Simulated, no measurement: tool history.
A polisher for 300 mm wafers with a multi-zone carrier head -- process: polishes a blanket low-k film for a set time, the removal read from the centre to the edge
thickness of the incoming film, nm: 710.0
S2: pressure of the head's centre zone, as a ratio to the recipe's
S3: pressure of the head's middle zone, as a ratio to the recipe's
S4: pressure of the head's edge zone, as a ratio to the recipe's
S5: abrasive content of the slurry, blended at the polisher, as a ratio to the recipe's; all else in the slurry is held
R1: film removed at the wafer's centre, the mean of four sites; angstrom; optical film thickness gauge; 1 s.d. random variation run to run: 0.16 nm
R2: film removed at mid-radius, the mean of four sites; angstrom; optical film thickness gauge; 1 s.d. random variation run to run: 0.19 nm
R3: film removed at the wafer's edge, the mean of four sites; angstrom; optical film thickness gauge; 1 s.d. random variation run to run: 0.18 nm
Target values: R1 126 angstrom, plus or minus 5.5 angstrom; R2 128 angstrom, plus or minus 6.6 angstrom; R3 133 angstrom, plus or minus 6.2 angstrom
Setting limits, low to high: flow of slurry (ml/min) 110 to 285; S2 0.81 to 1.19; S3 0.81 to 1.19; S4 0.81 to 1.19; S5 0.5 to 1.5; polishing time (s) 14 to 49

run 1 hour=0 | flow_of_slurry_(ml/min)=180 S2=1 S3=1 S4=1 S5=1 polishing_time_(s)=31 | R1=194.76 R2=200.56 R3=197.25
run 2 hour=3.8 | flow_of_slurry_(ml/min)=180 S2=1 S3=1 S4=1 S5=1 polishing_time_(s)=25 | R1=158.33 R2=154.29 R3=162.58
run 3 hour=5.9 | flow_of_slurry_(ml/min)=180 S2=0.92 S3=1 S4=1 S5=1 polishing_time_(s)=25 | R1=149.06 R2=157.81 R3=162.37
run 4 hour=13.2 | flow_of_slurry_(ml/min)=180 S2=0.92 S3=0.99 S4=0.99 S5=0.95 polishing_time_(s)=25 | R1=140.63 R2=152.25 R3=153.36
run 5 hour=19.8 | flow_of_slurry_(ml/min)=180 S2=0.92 S3=0.97 S4=0.98 S5=0.95 polishing_time_(s)=25 | R1=144.02 R2=144.57 R3=153.6
run 6 hour=21.1 | flow_of_slurry_(ml/min)=175 S2=0.91 S3=0.97 S4=0.97 S5=0.95 polishing_time_(s)=25 | R1=141.63 R2=146.37 R3=152.04
run 7 hour=26.5 | flow_of_slurry_(ml/min)=175 S2=0.9 S3=0.96 S4=0.96 S5=0.95 polishing_time_(s)=25 | R1=140.97 R2=147.41 R3=150.9
run 8 hour=33.8 | flow_of_slurry_(ml/min)=175 S2=0.89 S3=0.95 S4=0.95 S5=0.95 polishing_time_(s)=25 | R1=140.28 R2=147.1 R3=154.92
run 9 hour=35.4 | flow_of_slurry_(ml/min)=175 S2=0.89 S3=0.95 S4=0.95 S5=0.9 polishing_time_(s)=25 | R1=136.49 R2=142.93 R3=150.14
run 10 hour=44.1 | flow_of_slurry_(ml/min)=175 S2=0.89 S3=0.95 S4=0.94 S5=0.9 polishing_time_(s)=25 | R1=136.14 R2=140.64 R3=143.83

Of the 4 settings listed for the next run, only one would bring every result within its allowed miss of target. Which one?
run A hour=52.8 | flow_of_slurry_(ml/min)=215 S2=1.09 S3=1.08 S4=0.81 S5=0.7 polishing_time_(s)=27 | R1=? R2=? R3=?
run B hour=52.8 | flow_of_slurry_(ml/min)=230 S2=1.06 S3=0.86 S4=0.81 S5=0.8 polishing_time_(s)=25 | R1=? R2=? R3=?
run C hour=52.8 | flow_of_slurry_(ml/min)=225 S2=0.86 S3=0.9 S4=0.86 S5=1 polishing_time_(s)=22 | R1=? R2=? R3=?
run D hour=52.8 | flow_of_slurry_(ml/min)=205 S2=0.89 S3=0.97 S4=0.88 S5=0.7 polishing_time_(s)=32 | R1=? R2=? R3=?

move=A R1=150.45 R2=148.53 R3=128.59
move=B R1=149.84 R2=125.17 R3=131.28
move=C R1=126.02 R2=129.81 R3=134.5
move=D R1=149.75 R2=159.86 R3=157.54
A: lands further from the targets than the last run did
B: gets the furthest-off result to its target, but another result is out of tolerance
C: meets every target
D: lands further from the targets than the last run did
C is the move that brings every result within its allowed miss.

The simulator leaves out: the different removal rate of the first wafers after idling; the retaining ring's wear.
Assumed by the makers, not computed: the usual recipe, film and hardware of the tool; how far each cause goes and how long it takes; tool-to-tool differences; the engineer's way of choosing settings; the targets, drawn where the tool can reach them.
